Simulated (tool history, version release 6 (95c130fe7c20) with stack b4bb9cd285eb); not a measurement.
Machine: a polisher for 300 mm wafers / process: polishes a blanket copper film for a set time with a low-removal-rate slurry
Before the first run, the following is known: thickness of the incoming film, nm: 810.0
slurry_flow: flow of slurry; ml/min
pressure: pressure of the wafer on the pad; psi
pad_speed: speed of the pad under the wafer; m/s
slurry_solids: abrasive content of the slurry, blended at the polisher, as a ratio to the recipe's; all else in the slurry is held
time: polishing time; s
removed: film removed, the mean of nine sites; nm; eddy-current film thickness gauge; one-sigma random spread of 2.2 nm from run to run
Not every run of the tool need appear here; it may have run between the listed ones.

run    day  slurry_flow  pressure  pad_speed  slurry_solids  time  removed
  1      0          140         2       1.42              1    45    122.3
  2  0.308          140       1.6       1.42              1    45   94.952
  3  0.496          140       1.6       1.42            0.8    45   90.685
  4  0.554          155       1.6       1.42            0.8    45   92.846
  5  0.854          155       1.8       1.42            0.8    45   104.13
  6  0.971          155       1.9       1.42            0.8    45   106.03
  7  1.196          155         2       1.42            0.8    45   114.28
  8  1.533          155       2.1       1.42            0.8    45   117.79
  9  1.892          155       2.2       1.42            0.8    45   121.27
 10  2.108          155       2.3       1.42            0.8    45   127.88
 11  2.221          155       2.4       1.42            0.8    45   130.79

What does the tool deliver on the next run?
 12  2.571          155       2.5       1.42            0.8    45        ?

Run 12 gave removed 137.72 nm.
